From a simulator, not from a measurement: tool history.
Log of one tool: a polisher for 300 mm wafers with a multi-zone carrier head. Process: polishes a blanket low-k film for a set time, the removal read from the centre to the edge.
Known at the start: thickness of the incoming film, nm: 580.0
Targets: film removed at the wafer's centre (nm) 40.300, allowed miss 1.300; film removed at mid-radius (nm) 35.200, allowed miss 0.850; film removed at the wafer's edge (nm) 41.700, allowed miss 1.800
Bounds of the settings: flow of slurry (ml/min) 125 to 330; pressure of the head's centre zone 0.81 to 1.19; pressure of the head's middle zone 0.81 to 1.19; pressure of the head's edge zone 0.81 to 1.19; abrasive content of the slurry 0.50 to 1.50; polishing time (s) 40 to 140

| run | day | flow of slurry (ml/min) | pressure of the head's centre zone | pressure of the head's middle zone | pressure of the head's edge zone | abrasive content of the slurry | polishing time (s) | film removed at the wafer's centre (nm) | film removed at mid-radius (nm) | film removed at the wafer's edge (nm) |
|---|---|---|---|---|---|---|---|---|---|---|
| 1 | 0.000 | 210 | 1.00 | 1.00 | 1.00 | 1.00 | 90 | 44.573 | 43.902 | 42.739 |
| 2 | 0.121 | 210 | 1.00 | 1.00 | 1.00 | 1.00 | 107 | 52.164 | 50.839 | 49.775 |
| 3 | 0.225 | 245 | 1.00 | 1.00 | 1.00 | 1.00 | 107 | 53.251 | 52.513 | 52.561 |
| 4 | 0.583 | 235 | 0.99 | 0.98 | 1.01 | 0.95 | 107 | 51.930 | 50.229 | 51.373 |
| 5 | 0.888 | 235 | 0.91 | 0.98 | 1.01 | 0.95 | 107 | 48.835 | 50.240 | 49.633 |
| 6 | 1.025 | 230 | 0.91 | 0.96 | 1.02 | 0.90 | 107 | 46.390 | 48.957 | 50.450 |
| 7 | 1.162 | 225 | 0.93 | 0.94 | 1.00 | 0.85 | 107 | 46.319 | 45.887 | 48.062 |
| 8 | 1.271 | 220 | 0.93 | 0.92 | 0.99 | 0.85 | 107 | 45.789 | 44.451 | 48.614 |
| 9 | 1.408 | 210 | 0.93 | 0.91 | 0.97 | 0.85 | 107 | 45.768 | 44.514 | 47.929 |
| 10 | 1.450 | 205 | 0.93 | 0.90 | 0.96 | 0.80 | 107 | 44.243 | 43.073 | 45.847 |
| 11 | 1.779 | 200 | 0.94 | 0.89 | 0.96 | 0.80 | 107 | 44.402 | 41.767 | 45.940 |
| 12 | 1.967 | 195 | 0.94 | 0.88 | 0.95 | 0.80 | 107 | 43.943 | 41.211 | 44.465 |
| 13 | 2.254 | 190 | 0.94 | 0.87 | 0.95 | 0.80 | 107 | 44.458 | 41.369 | 45.145 |
| 14 | 2.417 | 190 | 0.94 | 0.86 | 0.95 | 0.80 | 107 | 43.247 | 40.373 | 44.512 |
| 15 | 2.704 | 185 | 0.94 | 0.85 | 0.95 | 0.80 | 107 | 44.445 | 39.537 | 44.891 |
| 16 | 2.812 | 180 | 0.94 | 0.85 | 0.95 | 0.80 | 107 | 44.179 | 39.973 | 44.804 |
| 17 | 3.100 | 175 | 0.94 | 0.83 | 0.96 | 0.70 | 107 | 41.033 | 36.603 | 43.321 |
| 18 | 3.383 | 170 | 0.94 | 0.83 | 0.96 | 0.70 | 107 | 40.146 | 36.433 | 41.626 |

Which of these 5 next moves meets every target?
| A | 3.667 | 235 | 0.93 | 0.81 | 0.85 | 0.70 | 107 | ? | ? | ? |
| B | 3.667 | 135 | 0.87 | 0.89 | 1.01 | 0.65 | 115 | ? | ? | ? |
| C | 3.667 | 140 | 0.95 | 0.81 | 0.94 | 0.75 | 107 | ? | ? | ? |
| D | 3.667 | 125 | 1.01 | 0.96 | 1.03 | 0.65 | 108 | ? | ? | ? |
| E | 3.667 | 160 | 0.92 | 0.89 | 0.98 | 0.65 | 110 | ? | ? | ? |

| move | film removed at the wafer's centre (nm) | film removed at mid-radius (nm) | film removed at the wafer's edge (nm) |
|---|---|---|---|
| A | 43.102 | 37.746 | 40.899 |
| B | 37.426 | 38.164 | 42.165 |
| C | 40.753 | 35.376 | 40.933 |
| D | 39.512 | 37.353 | 39.308 |
| E | 39.464 | 37.981 | 40.974 |
A: further off than the last run
B: further off than the last run
C: meets every target
D: further off than the last run
E: further off than the last run
Move C is the one to make.
